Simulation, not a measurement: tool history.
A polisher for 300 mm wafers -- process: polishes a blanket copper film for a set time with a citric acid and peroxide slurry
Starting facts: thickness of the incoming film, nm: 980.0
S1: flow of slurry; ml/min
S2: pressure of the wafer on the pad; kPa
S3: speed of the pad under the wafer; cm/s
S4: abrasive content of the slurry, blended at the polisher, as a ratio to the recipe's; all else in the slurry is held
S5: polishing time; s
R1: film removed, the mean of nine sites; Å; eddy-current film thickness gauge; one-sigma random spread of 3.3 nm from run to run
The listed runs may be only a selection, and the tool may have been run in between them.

Run 1, hour 0.0: S1 175 ml/min, S2 26.9 kPa, S3 90 cm/s, S4 1.00, S5 122 s. Result: R1 2843.1 Å.
Run 2, hour 0.9: S1 175 ml/min, S2 26.9 kPa, S3 90 cm/s, S4 0.85, S5 122 s. Result: R1 2761.1 Å.
Run 3, hour 4.1: S1 175 ml/min, S2 25.5 kPa, S3 90 cm/s, S4 0.85, S5 122 s. Result: R1 2654.6 Å.
Run 4, hour 13.1: S1 175 ml/min, S2 25.5 kPa, S3 110 cm/s, S4 0.85, S5 122 s. Result: R1 3200.8 Å.
Run 5, hour 14.0: S1 175 ml/min, S2 25.5 kPa, S3 110 cm/s, S4 0.65, S5 122 s. Result: R1 2951.2 Å.
Run 6, hour 21.1: S1 175 ml/min, S2 24.1 kPa, S3 110 cm/s, S4 0.65, S5 122 s. Result: R1 2815.9 Å.
Run 7, hour 28.0: S1 175 ml/min, S2 22.8 kPa, S3 110 cm/s, S4 0.65, S5 122 s. Result: R1 2641.4 Å.

What does the tool deliver on the next run?
Run 8, hour 28.9: S1 175 ml/min, S2 22.1 kPa, S3 110 cm/s, S4 0.65, S5 122 s. Result: R1 ?.

{"run 8": {"R1": 2551.5}}
